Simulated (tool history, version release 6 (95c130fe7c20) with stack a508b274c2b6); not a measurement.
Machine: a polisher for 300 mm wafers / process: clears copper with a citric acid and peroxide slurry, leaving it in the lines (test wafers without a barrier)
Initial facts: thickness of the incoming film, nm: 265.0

run  hour  flow of slurry (ml/min)  pressure of the wafer on the pad (kPa)  speed of the pad under the wafer (m/s)  abrasive content of the slurry  overpolish time after the end point (s)  time until the end point was called (s)  dishing of a wide line in a test structure (angstrom)
  1   0.0                      135                                    20.0                                    1.00                            1.00                                       20                                   109.77                                                 84.865
  2   3.3                      135                                    20.0                                    1.00                            1.15                                       20                                   106.56                                                 83.921
  3   9.9                      115                                    15.9                                    1.06                            1.25                                       15                                   119.69                                                 82.491
  4  11.2                      115                                    15.9                                    0.84                            1.25                                       15                                   145.85                                                 77.046
  5  17.3                      115                                    15.9                                    0.98                            1.25                                       15                                   130.33                                                 80.254
  6  22.4                      105                                    17.9                                    0.80                            1.35                                       12                                   144.97                                                 74.249
  7  31.3                       80                                    23.4                                    0.52                            1.50                                        6                                   199.82                                                 45.298

What will run 8 give?
  8  33.1                       95                                    23.4                                    0.54                            1.50                                        6                                        ?                                                      ?

{"run 8": {"time until the end point was called (s)": 171.57, "dishing of a wide line in a test structure (angstrom)": 47.746}}
